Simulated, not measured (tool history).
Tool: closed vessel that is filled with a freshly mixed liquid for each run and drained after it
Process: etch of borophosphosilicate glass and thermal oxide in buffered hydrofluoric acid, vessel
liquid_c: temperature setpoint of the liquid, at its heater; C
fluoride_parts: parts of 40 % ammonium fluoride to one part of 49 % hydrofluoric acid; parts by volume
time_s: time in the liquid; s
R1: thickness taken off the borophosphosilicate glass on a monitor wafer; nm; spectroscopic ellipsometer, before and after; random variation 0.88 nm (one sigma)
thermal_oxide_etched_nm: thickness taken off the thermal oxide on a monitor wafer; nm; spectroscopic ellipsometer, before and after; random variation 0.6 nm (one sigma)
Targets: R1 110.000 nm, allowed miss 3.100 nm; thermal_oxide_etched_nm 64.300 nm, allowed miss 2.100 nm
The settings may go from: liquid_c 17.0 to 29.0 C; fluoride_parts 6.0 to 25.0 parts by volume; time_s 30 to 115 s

Run 1, hour 0.0: liquid_c 21.0 C, fluoride_parts 15.5 parts by volume, time_s 60 s. Result: R1 60.079 nm, thermal_oxide_etched_nm 35.025 nm.
Run 2, hour 7.3: liquid_c 21.0 C, fluoride_parts 15.5 parts by volume, time_s 45 s. Result: R1 44.911 nm, thermal_oxide_etched_nm 25.852 nm.
Run 3, hour 14.4: liquid_c 23.5 C, fluoride_parts 13.0 parts by volume, time_s 45 s. Result: R1 60.439 nm, thermal_oxide_etched_nm 35.922 nm.
Run 4, hour 22.1: liquid_c 21.5 C, fluoride_parts 13.0 parts by volume, time_s 45 s. Result: R1 54.827 nm, thermal_oxide_etched_nm 32.119 nm.
Run 5, hour 24.2: liquid_c 23.5 C, fluoride_parts 11.5 parts by volume, time_s 45 s. Result: R1 69.285 nm, thermal_oxide_etched_nm 39.621 nm.
Run 6, hour 27.2: liquid_c 25.5 C, fluoride_parts 11.0 parts by volume, time_s 45 s. Result: R1 80.039 nm, thermal_oxide_etched_nm 47.089 nm.
Run 7, hour 36.1: liquid_c 26.5 C, fluoride_parts 10.5 parts by volume, time_s 45 s. Result: R1 87.627 nm, thermal_oxide_etched_nm 52.179 nm.
Run 8, hour 39.5: liquid_c 27.0 C, fluoride_parts 10.0 parts by volume, time_s 45 s. Result: R1 95.749 nm, thermal_oxide_etched_nm 56.170 nm.

Which of these 4 next moves meets every target?
Run A, hour 42.9: liquid_c 21.0 C, fluoride_parts 6.0 parts by volume, time_s 30 s. Result: R1 ?, thermal_oxide_etched_nm ?.
Run B, hour 42.9: liquid_c 29.0 C, fluoride_parts 12.0 parts by volume, time_s 45 s. Result: R1 ?, thermal_oxide_etched_nm ?.
Run C, hour 42.9: liquid_c 25.0 C, fluoride_parts 10.5 parts by volume, time_s 60 s. Result: R1 ?, thermal_oxide_etched_nm ?.
Run D, hour 42.9: liquid_c 28.5 C, fluoride_parts 12.0 parts by volume, time_s 45 s. Result: R1 ?, thermal_oxide_etched_nm ?.

move       R1  thermal_oxide_etched_nm
   A   75.508                   42.921
   B   90.036                   51.862
   C  110.720                   63.589
   D   87.707                   50.508
A: further off than the last run
B: further off than the last run
C: meets every target
D: further off than the last run
Answer: C

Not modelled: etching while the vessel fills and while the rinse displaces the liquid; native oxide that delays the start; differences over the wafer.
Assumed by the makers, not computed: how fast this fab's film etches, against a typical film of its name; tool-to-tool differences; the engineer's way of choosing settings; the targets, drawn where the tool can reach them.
